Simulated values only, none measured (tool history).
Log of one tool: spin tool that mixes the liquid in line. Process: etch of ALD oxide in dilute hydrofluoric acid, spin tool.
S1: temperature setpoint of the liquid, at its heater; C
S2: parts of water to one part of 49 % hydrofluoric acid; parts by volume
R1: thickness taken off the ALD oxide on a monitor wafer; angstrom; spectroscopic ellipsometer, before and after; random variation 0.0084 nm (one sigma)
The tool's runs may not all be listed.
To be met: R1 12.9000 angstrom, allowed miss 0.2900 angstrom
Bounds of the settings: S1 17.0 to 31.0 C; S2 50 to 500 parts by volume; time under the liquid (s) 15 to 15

Run 1, hour 0.0: S1 23.0 C, S2 275 parts by volume, time under the liquid (s) 15. Result: R1 9.6863 angstrom.
Run 2, hour 0.6: S1 23.0 C, S2 175 parts by volume, time under the liquid (s) 15. Result: R1 16.7780 angstrom.
Run 3, hour 2.9: S1 25.0 C, S2 175 parts by volume, time under the liquid (s) 15. Result: R1 18.3080 angstrom.
Run 4, hour 11.4: S1 26.5 C, S2 175 parts by volume, time under the liquid (s) 15. Result: R1 19.0320 angstrom.
Run 5, hour 14.5: S1 26.5 C, S2 85 parts by volume, time under the liquid (s) 15. Result: R1 44.1730 angstrom.
Run 6, hour 16.2: S1 29.5 C, S2 85 parts by volume, time under the liquid (s) 15. Result: R1 50.0200 angstrom.
Run 7, hour 21.0: S1 28.0 C, S2 95 parts by volume, time under the liquid (s) 15. Result: R1 41.3220 angstrom.
Run 8, hour 26.3: S1 26.5 C, S2 105 parts by volume, time under the liquid (s) 15. Result: R1 35.1250 angstrom.
Run 9, hour 31.2: S1 25.5 C, S2 115 parts by volume, time under the liquid (s) 15. Result: R1 30.0380 angstrom.
Run 10, hour 38.1: S1 24.5 C, S2 120 parts by volume, time under the liquid (s) 15. Result: R1 27.5670 angstrom.
Run 11, hour 45.9: S1 20.5 C, S2 225 parts by volume, time under the liquid (s) 15. Result: R1 11.2860 angstrom.
Run 12, hour 50.2: S1 20.5 C, S2 225 parts by volume, time under the liquid (s) 15. Result: R1 11.2220 angstrom.
Run 13, hour 57.8: S1 21.0 C, S2 225 parts by volume, time under the liquid (s) 15. Result: R1 11.5610 angstrom.
Run 14, hour 65.0: S1 21.5 C, S2 225 parts by volume, time under the liquid (s) 15. Result: R1 11.6370 angstrom.
Run 15, hour 71.5: S1 21.5 C, S2 225 parts by volume, time under the liquid (s) 15. Result: R1 11.6540 angstrom.
Run 16, hour 75.3: S1 22.5 C, S2 225 parts by volume, time under the liquid (s) 15. Result: R1 12.1490 angstrom.
Run 17, hour 75.9: S1 23.0 C, S2 225 parts by volume, time under the liquid (s) 15. Result: R1 12.3500 angstrom.

Which of these 5 next moves meets every target?
Run A, hour 76.5: S1 17.5 C, S2 200 parts by volume, time under the liquid (s) 15. Result: R1 ?.
Run B, hour 76.5: S1 21.0 C, S2 195 parts by volume, time under the liquid (s) 15. Result: R1 ?.
Run C, hour 76.5: S1 22.0 C, S2 210 parts by volume, time under the liquid (s) 15. Result: R1 ?.
Run D, hour 76.5: S1 23.0 C, S2 235 parts by volume, time under the liquid (s) 15. Result: R1 ?.
Run E, hour 76.5: S1 22.5 C, S2 225 parts by volume, time under the liquid (s) 15. Result: R1 ?.

move       R1
   A  11.5590
   B  13.6550
   C  12.9710
   D  11.7270
   E  12.1480
A: further off than the last run
B: takes the result that was furthest off past its target
C: meets every target
D: further off than the last run
E: further off than the last run
The right move is C.

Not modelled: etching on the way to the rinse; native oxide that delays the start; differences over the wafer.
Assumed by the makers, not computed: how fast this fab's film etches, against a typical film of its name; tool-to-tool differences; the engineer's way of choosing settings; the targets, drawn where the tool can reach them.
